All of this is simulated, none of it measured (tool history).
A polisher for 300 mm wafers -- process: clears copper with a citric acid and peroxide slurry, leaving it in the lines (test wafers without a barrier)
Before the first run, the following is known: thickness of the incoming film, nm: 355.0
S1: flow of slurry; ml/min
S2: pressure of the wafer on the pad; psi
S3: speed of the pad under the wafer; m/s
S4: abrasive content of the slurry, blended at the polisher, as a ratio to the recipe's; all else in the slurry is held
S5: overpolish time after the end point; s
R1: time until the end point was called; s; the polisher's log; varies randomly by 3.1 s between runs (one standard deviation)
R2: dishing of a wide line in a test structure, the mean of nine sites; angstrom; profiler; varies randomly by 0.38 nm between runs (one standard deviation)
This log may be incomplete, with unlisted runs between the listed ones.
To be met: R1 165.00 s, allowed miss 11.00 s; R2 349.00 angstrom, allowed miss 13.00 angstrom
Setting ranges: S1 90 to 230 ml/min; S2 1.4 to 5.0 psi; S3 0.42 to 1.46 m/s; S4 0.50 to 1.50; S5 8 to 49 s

run,hour,S1,S2,S3,S4,S5,R1,R2
1,0.0,150,3.2,0.94,1.00,25,142.07,439.48
2,7.5,150,3.6,0.94,1.00,25,124.84,472.59
3,12.8,120,3.6,0.94,1.00,25,132.67,450.33
4,13.8,120,2.9,0.94,1.00,25,164.93,386.25
5,21.7,120,2.9,0.94,1.00,32,162.70,473.22
6,24.0,105,2.9,0.94,1.00,32,164.91,465.21
7,32.9,110,2.9,0.94,1.00,31,167.17,454.02
8,36.8,115,2.9,0.94,1.00,30,160.58,445.83
9,38.3,120,2.9,0.94,1.00,29,162.70,440.47
# hour 45.7: slurry nozzle cleaned
10,45.7,125,2.9,0.94,1.00,28,149.73,449.93
11,47.8,125,2.8,0.94,1.00,27,153.16,426.72
12,53.2,140,2.4,0.94,1.00,22,178.07,337.45
13,61.4,145,2.4,0.94,1.00,22,175.44,329.62

Pick the move, out of 4, that brings all results within their allowed miss; only one does.
A,69.6,190,2.6,0.80,1.25,22,?,?
B,69.6,155,2.2,0.98,1.05,21,?,?
C,69.6,185,2.2,0.84,0.90,24,?,?
D,69.6,135,3.0,0.74,1.00,20,?,?

move,R1,R2
A,159.63,354.11
B,173.21,314.85
C,190.64,325.21
D,164.60,320.12
A: all results in spec
B: lands further from the targets than the last run did
C: lands further from the targets than the last run did
D: lands further from the targets than the last run did
The right move is A.

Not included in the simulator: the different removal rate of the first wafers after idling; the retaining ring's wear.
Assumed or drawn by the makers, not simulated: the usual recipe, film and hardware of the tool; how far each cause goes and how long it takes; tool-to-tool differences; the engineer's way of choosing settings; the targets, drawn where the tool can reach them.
